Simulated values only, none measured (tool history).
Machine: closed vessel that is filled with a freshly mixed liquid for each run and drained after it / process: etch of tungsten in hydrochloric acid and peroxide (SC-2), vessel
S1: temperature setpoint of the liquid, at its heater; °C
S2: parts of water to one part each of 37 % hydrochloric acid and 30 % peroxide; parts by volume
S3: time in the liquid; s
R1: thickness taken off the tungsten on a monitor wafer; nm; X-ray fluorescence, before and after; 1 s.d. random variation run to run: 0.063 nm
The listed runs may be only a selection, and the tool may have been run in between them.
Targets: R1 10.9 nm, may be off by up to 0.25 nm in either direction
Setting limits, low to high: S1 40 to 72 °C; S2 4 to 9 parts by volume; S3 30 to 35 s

run  hour    S1  S2  S3      R1
  1     0    56   5  35   18.49
  2   2.1    54   5  35   16.32
  3   5.1    51   5  35  13.358
  4   7.6    51   5  35  13.301
  5     9    51   5  30  11.436
  6  11.7    51   4  30  13.485
  7  18.8    50   4  30  12.438
  8  24.9    50   4  30  12.498
  9  27.9  49.5   4  30  12.097
 10  29.4    49   4  30   11.79
 11  34.6  48.5   4  30   11.36

Below are 4 possible settings for the next run. Only one of them brings all results inside the allowed miss of their targets. Which is it?
  A  39.8  46.5    4  35   ?
  B  39.8    48    5  35   ?
  C  39.8    51    5  30   ?
  D  39.8    48  4.5  35   ?

move      R1
   A  11.584
   B  10.993
   C  11.516
   D  11.838
A: the biggest miss grows against the last run
B: all results land within tolerance of their targets
C: the biggest miss grows against the last run
D: the biggest miss grows against the last run
The move that meets every target is B.
